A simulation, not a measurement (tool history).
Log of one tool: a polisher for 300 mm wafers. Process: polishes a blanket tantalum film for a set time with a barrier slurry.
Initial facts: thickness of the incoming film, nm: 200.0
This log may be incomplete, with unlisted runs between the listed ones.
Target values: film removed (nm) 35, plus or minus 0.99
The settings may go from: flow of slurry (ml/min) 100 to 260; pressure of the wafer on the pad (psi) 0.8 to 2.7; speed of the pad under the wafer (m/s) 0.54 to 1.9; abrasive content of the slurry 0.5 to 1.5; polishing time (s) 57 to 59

run	day	flow of slurry (ml/min)	pressure of the wafer on the pad (psi)	speed of the pad under the wafer (m/s)	abrasive content of the slurry	polishing time (s)	film removed (nm)
1	0	165	1.7	1.22	1	57	67.333
2	0.292	160	1.4	1.18	1	57	54.436
3	0.567	160	1.4	1.18	1.1	57	56.746
4	0.921	160	1.4	1.42	1.1	57	67.62
5	1.112	160	1.8	1.42	1.1	57	86.248
# day 1.15: slurry blender recalibrated
6	1.15	180	1.8	1.42	1.1	57	106.72
7	1.279	155	1.6	1.42	1.1	57	93.429
8	1.375	185	1.3	1.38	1.1	57	76.808
9	1.596	160	1.1	1.36	1.1	57	63.049
10	1.754	145	1	1.28	1.1	57	53.373
11	1.779	110	0.8	0.96	1.1	57	30.943
12	1.908	125	0.8	0.96	1.1	57	31.411
13	2.238	125	0.8	0.96	1.1	57	31.709
14	2.304	140	0.8	0.96	1.1	57	32.249
15	2.358	150	0.8	0.96	1.1	57	32.542
16	2.708	160	0.8	0.96	1.1	57	33.384
17	2.742	185	0.8	0.96	1.1	57	33.873
18	3.067	190	0.8	0.96	1.1	57	33.509

Pick the move, out of 5, that brings all results within their allowed miss; only one does.
A	3.392	220	1.2	0.7	1.15	57	?
B	3.392	155	0.9	1.08	0.8	59	?
C	3.392	215	0.8	1	1.05	57	?
D	3.392	245	1	0.82	1.15	57	?
E	3.392	205	0.8	0.92	1.05	57	?

move	film removed (nm)
A	38.099
B	36.839
C	35.209
D	37.68
E	32.304
A: takes the result that was furthest off past its target
B: takes the result that was furthest off past its target
C: hits every target within its allowed miss
D: takes the result that was furthest off past its target
E: moves away from the targets compared with the last run
Go with C: it meets all targets.

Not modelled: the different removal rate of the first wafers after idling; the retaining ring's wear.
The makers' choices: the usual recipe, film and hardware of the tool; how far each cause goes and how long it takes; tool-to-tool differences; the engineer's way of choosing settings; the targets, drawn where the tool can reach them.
